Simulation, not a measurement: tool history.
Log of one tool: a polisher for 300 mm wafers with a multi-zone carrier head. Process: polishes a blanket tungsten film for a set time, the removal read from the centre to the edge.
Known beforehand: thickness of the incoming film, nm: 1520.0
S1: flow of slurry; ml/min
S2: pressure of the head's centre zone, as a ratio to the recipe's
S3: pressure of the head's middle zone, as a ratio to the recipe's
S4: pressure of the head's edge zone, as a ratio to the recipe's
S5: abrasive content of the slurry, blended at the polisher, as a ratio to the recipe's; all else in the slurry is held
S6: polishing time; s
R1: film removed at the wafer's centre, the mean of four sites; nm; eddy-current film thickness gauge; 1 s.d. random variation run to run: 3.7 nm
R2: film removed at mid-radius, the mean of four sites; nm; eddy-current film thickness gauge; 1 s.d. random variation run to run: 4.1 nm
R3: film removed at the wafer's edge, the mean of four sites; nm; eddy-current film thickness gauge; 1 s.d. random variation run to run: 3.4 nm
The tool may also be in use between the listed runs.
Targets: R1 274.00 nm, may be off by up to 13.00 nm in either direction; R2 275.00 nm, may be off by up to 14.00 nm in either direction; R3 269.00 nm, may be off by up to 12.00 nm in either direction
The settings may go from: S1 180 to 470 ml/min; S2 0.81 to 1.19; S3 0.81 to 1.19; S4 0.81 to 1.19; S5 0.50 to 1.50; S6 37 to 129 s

{"run": 1, "day": 0.0, "S1": 300, "S2": 1.0, "S3": 1.0, "S4": 1.0, "S5": 1.0, "S6": 83, "R1": 420.93, "R2": 422.06, "R3": 418.63}
{"run": 2, "day": 0.358, "S1": 300, "S2": 0.99, "S3": 0.99, "S4": 0.97, "S5": 0.85, "S6": 75, "R1": 372.62, "R2": 370.63, "R3": 362.48}
{"run": 3, "day": 0.438, "S1": 300, "S2": 0.99, "S3": 0.99, "S4": 0.97, "S5": 0.65, "S6": 75, "R1": 347.25, "R2": 350.11, "R3": 340.24}
{"run": 4, "day": 0.754, "S1": 300, "S2": 0.98, "S3": 0.98, "S4": 0.96, "S5": 0.6, "S6": 70, "R1": 316.38, "R2": 317.21, "R3": 303.72}
{"run": 5, "day": 1.083, "S1": 300, "S2": 0.96, "S3": 0.95, "S4": 0.94, "S5": 0.55, "S6": 69, "R1": 296.06, "R2": 313.93, "R3": 301.7}
{"run": 6, "day": 1.121, "S1": 300, "S2": 0.96, "S3": 0.95, "S4": 0.94, "S5": 0.5, "S6": 69, "R1": 299.35, "R2": 295.63, "R3": 289.38}
{"run": 7, "day": 1.388, "S1": 300, "S2": 0.95, "S3": 0.94, "S4": 0.93, "S5": 0.5, "S6": 68, "R1": 293.58, "R2": 286.29, "R3": 290.0}
{"run": 8, "day": 1.558, "S1": 300, "S2": 0.95, "S3": 0.95, "S4": 0.92, "S5": 0.5, "S6": 66, "R1": 282.57, "R2": 284.16, "R3": 284.89}

Exercise: of the 5 proposed moves below, exactly one satisfies all targets within the stated allowed misses. Which move is it?
{"run": "A", "day": 1.729, "S1": 310, "S2": 0.98, "S3": 1.06, "S4": 0.97, "S5": 0.5, "S6": 65, "R1": "?", "R2": "?", "R3": "?"}
{"run": "B", "day": 1.729, "S1": 270, "S2": 0.96, "S3": 0.95, "S4": 0.88, "S5": 0.55, "S6": 63, "R1": "?", "R2": "?", "R3": "?"}
{"run": "C", "day": 1.729, "S1": 305, "S2": 0.81, "S3": 0.84, "S4": 0.85, "S5": 0.75, "S6": 68, "R1": "?", "R2": "?", "R3": "?"}
{"run": "D", "day": 1.729, "S1": 205, "S2": 0.87, "S3": 0.81, "S4": 0.9, "S5": 0.75, "S6": 66, "R1": "?", "R2": "?", "R3": "?"}
{"run": "E", "day": 1.729, "S1": 300, "S2": 0.95, "S3": 1.04, "S4": 0.96, "S5": 0.55, "S6": 65, "R1": "?", "R2": "?", "R3": "?"}

move=A R1=289.01 R2=313.78 R3=284.23
move=B R1=275.14 R2=280.66 R3=265.57
move=C R1=266.77 R2=294.44 R3=300.52
move=D R1=268.03 R2=268.83 R3=291.88
move=E R1=283.66 R2=313.24 R3=286.79
A: the biggest miss grows against the last run
B: hits every target within its allowed miss
C: the biggest miss grows against the last run
D: the biggest miss grows against the last run
E: the biggest miss grows against the last run
The right move is B.

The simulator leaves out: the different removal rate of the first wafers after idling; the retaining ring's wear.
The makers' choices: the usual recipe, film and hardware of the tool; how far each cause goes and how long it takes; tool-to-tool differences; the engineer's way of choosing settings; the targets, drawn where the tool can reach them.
